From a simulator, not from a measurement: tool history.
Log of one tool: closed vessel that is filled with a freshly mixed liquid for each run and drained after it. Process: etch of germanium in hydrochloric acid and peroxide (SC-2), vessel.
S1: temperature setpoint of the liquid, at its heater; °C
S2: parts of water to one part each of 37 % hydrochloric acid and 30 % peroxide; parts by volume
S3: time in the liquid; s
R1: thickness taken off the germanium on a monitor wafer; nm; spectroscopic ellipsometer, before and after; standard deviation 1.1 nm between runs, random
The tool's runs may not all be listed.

run 1 hour=0.0 | S1=59.0 S2=8.5 S3=95 | R1=149.10
run 2 hour=1.2 | S1=61.0 S2=8.5 S3=95 | R1=159.77
run 3 hour=10.2 | S1=61.0 S2=10.0 S3=95 | R1=156.33
run 4 hour=17.3 | S1=62.5 S2=10.0 S3=95 | R1=160.68
run 5 hour=21.3 | S1=62.5 S2=10.0 S3=95 | R1=161.25
run 6 hour=28.1 | S1=60.0 S2=10.0 S3=95 | R1=150.04
run 7 hour=30.3 | S1=62.0 S2=10.0 S3=95 | R1=160.18

Estimate the outcome of run 8 from the log above:
run 8 hour=35.7 | S1=63.5 S2=10.0 S3=95 | R1=?

R1: 165.06 nm

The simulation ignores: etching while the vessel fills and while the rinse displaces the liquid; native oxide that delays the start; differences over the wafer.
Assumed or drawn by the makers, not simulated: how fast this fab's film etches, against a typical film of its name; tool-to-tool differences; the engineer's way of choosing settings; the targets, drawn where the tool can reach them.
